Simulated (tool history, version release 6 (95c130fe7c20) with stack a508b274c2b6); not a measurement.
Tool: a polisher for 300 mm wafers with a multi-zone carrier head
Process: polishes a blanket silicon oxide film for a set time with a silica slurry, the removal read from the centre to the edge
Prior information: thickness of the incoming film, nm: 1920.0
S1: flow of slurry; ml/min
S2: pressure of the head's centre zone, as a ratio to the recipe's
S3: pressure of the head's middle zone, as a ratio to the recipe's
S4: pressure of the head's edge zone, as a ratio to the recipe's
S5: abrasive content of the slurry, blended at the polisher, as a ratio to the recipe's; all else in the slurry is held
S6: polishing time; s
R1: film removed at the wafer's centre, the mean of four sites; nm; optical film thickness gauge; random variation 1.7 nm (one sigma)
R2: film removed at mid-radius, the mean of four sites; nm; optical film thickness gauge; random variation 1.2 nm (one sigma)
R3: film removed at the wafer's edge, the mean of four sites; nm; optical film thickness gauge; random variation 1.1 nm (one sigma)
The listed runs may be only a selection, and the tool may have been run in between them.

run 1 hour=0.0 | S1=315 S2=1.00 S3=1.00 S4=1.00 S5=1.00 S6=73 | R1=202.32 R2=206.13 R3=196.78
run 2 hour=6.1 | S1=315 S2=1.00 S3=0.95 S4=1.00 S5=1.00 S6=73 | R1=197.93 R2=201.61 R3=198.01
run 3 hour=13.0 | S1=315 S2=1.06 S3=0.95 S4=1.00 S5=1.00 S6=73 | R1=218.25 R2=194.91 R3=195.59
run 4 hour=13.8 | S1=310 S2=1.07 S3=0.91 S4=0.99 S5=0.85 S6=66 | R1=184.50 R2=159.77 R3=166.38
run 5 hour=19.1 | S1=310 S2=1.07 S3=0.91 S4=0.99 S5=0.85 S6=53 | R1=146.44 R2=129.25 R3=133.22
run 6 hour=24.8 | S1=305 S2=1.08 S3=0.88 S4=0.97 S5=0.75 S6=53 | R1=144.30 R2=119.97 R3=126.28
run 7 hour=32.5 | S1=300 S2=1.07 S3=0.86 S4=0.95 S5=0.70 S6=53 | R1=133.85 R2=113.74 R3=120.93
run 8 hour=38.3 | S1=295 S2=1.08 S3=0.84 S4=0.93 S5=0.70 S6=53 | R1=136.11 R2=110.20 R3=121.58

Predict the results of run 9:
run 9 hour=42.0 | S1=295 S2=1.08 S3=0.84 S4=0.91 S5=0.65 S6=53 | R1=? R2=? R3=?

R1: 133.21 nm
R2: 108.88 nm
R3: 114.20 nm
